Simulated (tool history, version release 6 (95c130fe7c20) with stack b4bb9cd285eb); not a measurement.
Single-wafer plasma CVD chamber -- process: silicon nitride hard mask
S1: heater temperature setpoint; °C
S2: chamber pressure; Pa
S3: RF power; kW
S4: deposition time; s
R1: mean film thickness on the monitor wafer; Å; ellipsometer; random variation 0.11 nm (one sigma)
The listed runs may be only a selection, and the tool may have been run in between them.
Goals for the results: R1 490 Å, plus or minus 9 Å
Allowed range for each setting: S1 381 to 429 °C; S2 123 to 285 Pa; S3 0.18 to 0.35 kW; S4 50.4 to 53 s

{"run": 1, "hour": 0.0, "S1": 405, "S2": 204, "S3": 0.265, "S4": 53, "R1": 550.22}
{"run": 2, "hour": 3.6, "S1": 412, "S2": 204, "S3": 0.265, "S4": 53, "R1": 547.5}
{"run": 3, "hour": 9.5, "S1": 412, "S2": 179, "S3": 0.265, "S4": 53, "R1": 518.72}
{"run": 4, "hour": 12.4, "S1": 412, "S2": 176, "S3": 0.265, "S4": 53, "R1": 514.91}
{"run": 5, "hour": 13.6, "S1": 412, "S2": 176, "S3": 0.29, "S4": 53, "R1": 536.44}
{"run": 6, "hour": 16.6, "S1": 412, "S2": 176, "S3": 0.29, "S4": 50.4, "R1": 512.4}
{"run": 7, "hour": 23.4, "S1": 412, "S2": 175, "S3": 0.29, "S4": 50.4, "R1": 509.11}
{"hour": 24.7, "done": "capacitance manometer re-zeroed and calibrated"}
{"run": 8, "hour": 24.7, "S1": 412, "S2": 151, "S3": 0.285, "S4": 50.4, "R1": 459.23}
{"run": 9, "hour": 29.7, "S1": 412, "S2": 152, "S3": 0.285, "S4": 50.4, "R1": 458.81}

Which of these 5 next moves meets every target?
{"run": "A", "hour": 34.7, "S1": 416, "S2": 157, "S3": 0.23, "S4": 52, "R1": "?"}
{"run": "B", "hour": 34.7, "S1": 416, "S2": 148, "S3": 0.255, "S4": 52.3, "R1": "?"}
{"run": "C", "hour": 34.7, "S1": 411, "S2": 152, "S3": 0.27, "S4": 50.4, "R1": "?"}
{"run": "D", "hour": 34.7, "S1": 415, "S2": 141, "S3": 0.27, "S4": 50.4, "R1": "?"}
{"run": "E", "hour": 34.7, "S1": 412, "S2": 140, "S3": 0.32, "S4": 53, "R1": "?"}

move=A R1=435.81
move=B R1=445.74
move=C R1=449.31
move=D R1=429.57
move=E R1=488.76
A: its largest miss is bigger than the last run's
B: its largest miss is bigger than the last run's
C: its largest miss is bigger than the last run's
D: its largest miss is bigger than the last run's
E: in spec on every target
E is the move that brings every result within its allowed miss.
